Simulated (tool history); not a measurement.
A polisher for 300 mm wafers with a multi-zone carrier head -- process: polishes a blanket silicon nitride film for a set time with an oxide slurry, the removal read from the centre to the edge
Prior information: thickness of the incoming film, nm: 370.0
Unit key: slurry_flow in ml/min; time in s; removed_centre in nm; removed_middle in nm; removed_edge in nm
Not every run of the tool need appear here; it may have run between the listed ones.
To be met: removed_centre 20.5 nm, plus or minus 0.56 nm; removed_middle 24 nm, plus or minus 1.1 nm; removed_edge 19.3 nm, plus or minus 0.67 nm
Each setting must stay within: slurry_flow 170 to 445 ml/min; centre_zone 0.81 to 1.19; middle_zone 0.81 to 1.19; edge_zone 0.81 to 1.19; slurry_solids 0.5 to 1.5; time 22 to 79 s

run 1 hour=0 | slurry_flow=285 centre_zone=1 middle_zone=1 edge_zone=1 slurry_solids=1 time=50 | removed_centre=34.337 removed_middle=35.925 removed_edge=33.999
run 2 hour=4.6 | slurry_flow=230 centre_zone=1 middle_zone=1 edge_zone=1 slurry_solids=1 time=50 | removed_centre=33.644 removed_middle=34.753 removed_edge=33.545
run 3 hour=11.6 | slurry_flow=245 centre_zone=0.99 middle_zone=1.02 edge_zone=0.97 slurry_solids=0.9 time=47 | removed_centre=29.893 removed_middle=32.364 removed_edge=29.588
run 4 hour=19.2 | slurry_flow=245 centre_zone=0.91 middle_zone=1.02 edge_zone=0.97 slurry_solids=0.9 time=47 | removed_centre=27.521 removed_middle=31.478 removed_edge=29.548
run 5 hour=22.7 | slurry_flow=255 centre_zone=0.92 middle_zone=1.03 edge_zone=0.94 slurry_solids=0.8 time=45 | removed_centre=25.362 removed_middle=28.924 removed_edge=25.668
run 6 hour=24.2 | slurry_flow=325 centre_zone=0.92 middle_zone=1.03 edge_zone=0.94 slurry_solids=0.8 time=45 | removed_centre=25.952 removed_middle=29.779 removed_edge=26.412
run 7 hour=29.4 | slurry_flow=260 centre_zone=0.92 middle_zone=1.07 edge_zone=0.84 slurry_solids=0.55 time=40 | removed_centre=17.572 removed_middle=20.964 removed_edge=17.484
run 8 hour=34.3 | slurry_flow=285 centre_zone=0.94 middle_zone=1.08 edge_zone=0.86 slurry_solids=0.55 time=40 | removed_centre=18.188 removed_middle=21.061 removed_edge=17.533
run 9 hour=38 | slurry_flow=300 centre_zone=0.95 middle_zone=1.1 edge_zone=0.88 slurry_solids=0.55 time=40 | removed_centre=18.43 removed_middle=21.939 removed_edge=17.898
run 10 hour=45.5 | slurry_flow=315 centre_zone=0.96 middle_zone=1.11 edge_zone=0.9 slurry_solids=0.55 time=40 | removed_centre=18.817 removed_middle=21.787 removed_edge=18.147
run 11 hour=50.5 | slurry_flow=330 centre_zone=0.97 middle_zone=1.13 edge_zone=0.91 slurry_solids=0.55 time=40 | removed_centre=18.9 removed_middle=22.998 removed_edge=18.585
run 12 hour=54.6 | slurry_flow=340 centre_zone=0.98 middle_zone=1.13 edge_zone=0.92 slurry_solids=0.55 time=40 | removed_centre=19.402 removed_middle=21.939 removed_edge=18.517
run 13 hour=61.2 | slurry_flow=345 centre_zone=0.98 middle_zone=1.14 edge_zone=0.92 slurry_solids=0.55 time=40 | removed_centre=19.267 removed_middle=22.785 removed_edge=18.858
run 14 hour=68.7 | slurry_flow=355 centre_zone=0.99 middle_zone=1.15 edge_zone=0.92 slurry_solids=0.55 time=40 | removed_centre=19.517 removed_middle=23.205 removed_edge=18.589
run 15 hour=76.1 | slurry_flow=365 centre_zone=0.99 middle_zone=1.15 edge_zone=0.93 slurry_solids=0.55 time=40 | removed_centre=19.604 removed_middle=22.736 removed_edge=18.706
run 16 hour=78.1 | slurry_flow=370 centre_zone=1 middle_zone=1.16 edge_zone=0.93 slurry_solids=0.55 time=40 | removed_centre=19.826 removed_middle=23.042 removed_edge=18.721
run 17 hour=83.9 | slurry_flow=375 centre_zone=1 middle_zone=1.17 edge_zone=0.94 slurry_solids=0.55 time=40 | removed_centre=19.717 removed_middle=23.414 removed_edge=18.88

5 next moves are on the table. One of them brings every result within its allowed miss. Which?
run A hour=89.7 | slurry_flow=380 centre_zone=1.02 middle_zone=1.19 edge_zone=0.9 slurry_solids=0.55 time=39 | removed_centre=? removed_middle=? removed_edge=?
run B hour=89.7 | slurry_flow=335 centre_zone=0.92 middle_zone=1.16 edge_zone=0.96 slurry_solids=0.75 time=34 | removed_centre=? removed_middle=? removed_edge=?
run C hour=89.7 | slurry_flow=425 centre_zone=1 middle_zone=1.11 edge_zone=1.09 slurry_solids=0.55 time=41 | removed_centre=? removed_middle=? removed_edge=?
run D hour=89.7 | slurry_flow=345 centre_zone=0.94 middle_zone=1.05 edge_zone=0.98 slurry_solids=0.55 time=42 | removed_centre=? removed_middle=? removed_edge=?
run E hour=89.7 | slurry_flow=325 centre_zone=1 middle_zone=1.17 edge_zone=0.93 slurry_solids=0.5 time=45 | removed_centre=? removed_middle=? removed_edge=?

move=A removed_centre=19.925 removed_middle=22.732 removed_edge=17.636
move=B removed_centre=18.975 removed_middle=23.536 removed_edge=19.281
move=C removed_centre=20.702 removed_middle=22.684 removed_edge=20.476
move=D removed_centre=19.578 removed_middle=21.827 removed_edge=19.686
move=E removed_centre=20.702 removed_middle=23.78 removed_edge=19.067
A: further off than the last run
B: further off than the last run
C: brings the last run's worst result on target, with another outside its allowed miss
D: further off than the last run
E: all results in spec
Answer: E

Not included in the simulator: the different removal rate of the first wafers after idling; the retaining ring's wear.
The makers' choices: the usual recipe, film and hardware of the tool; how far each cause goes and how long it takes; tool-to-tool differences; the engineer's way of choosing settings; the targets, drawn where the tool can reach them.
